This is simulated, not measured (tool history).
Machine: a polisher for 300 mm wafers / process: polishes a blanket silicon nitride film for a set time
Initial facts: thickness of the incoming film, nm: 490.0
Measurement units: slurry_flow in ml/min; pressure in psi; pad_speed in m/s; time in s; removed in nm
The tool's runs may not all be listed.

| run | day | slurry_flow | pressure | pad_speed | time | removed |
|---|---|---|---|---|---|---|
| 1 | 0 | 135 | 2.6 | 1.28 | 64 | 98.045 |
| 2 | 0.35 | 135 | 2.6 | 1.16 | 64 | 91.737 |
| 3 | 0.596 | 110 | 2.6 | 1.16 | 64 | 87.447 |
| 4 | 0.825 | 100 | 2.6 | 1.16 | 64 | 85.105 |
| 5 | 0.967 | 105 | 2.7 | 1.16 | 64 | 90.573 |
| 6 | 1.3 | 105 | 2.4 | 1.16 | 64 | 82.114 |
| 7 | 1.392 | 110 | 2.6 | 1.16 | 64 | 89.624 |

Run 8 is up next; what results do you expect?
| 8 | 1.525 | 110 | 2.7 | 1.16 | 64 | ? |

removed: 89.302 nm
